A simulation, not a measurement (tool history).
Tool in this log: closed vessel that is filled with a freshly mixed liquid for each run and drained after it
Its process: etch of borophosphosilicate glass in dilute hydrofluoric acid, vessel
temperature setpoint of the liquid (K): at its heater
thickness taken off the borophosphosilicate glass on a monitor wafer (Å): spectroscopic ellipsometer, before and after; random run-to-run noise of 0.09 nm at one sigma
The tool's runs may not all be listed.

run  hour  temperature setpoint of the liquid (K)  parts of water to one part of 49 % hydrofluoric acid (parts by volume)  time in the liquid (s)  thickness taken off the borophosphosilicate glass on a monitor wafer (Å)
  1     0                                  295.15                                                                     290                     110                                                                    102.52
  2   8.2                                  295.15                                                                     290                     110                                                                    102.05
  3  11.8                                  297.15                                                                     260                     110                                                                    127.86
  4  13.3                                  299.15                                                                     260                     110                                                                     136.4
  5  15.6                                  301.15                                                                     260                     110                                                                    145.91
  6  17.1                                  301.65                                                                     240                     110                                                                    164.36
  7    19                                  302.15                                                                     225                     110                                                                    183.23
  8  21.6                                  302.65                                                                     220                     110                                                                     190.2

Run 9 has not been measured yet. What should we expect?
  9  30.1                                  302.65                                                                     215                     110                                                                         ?

thickness taken off the borophosphosilicate glass on a monitor wafer (Å): 195.66
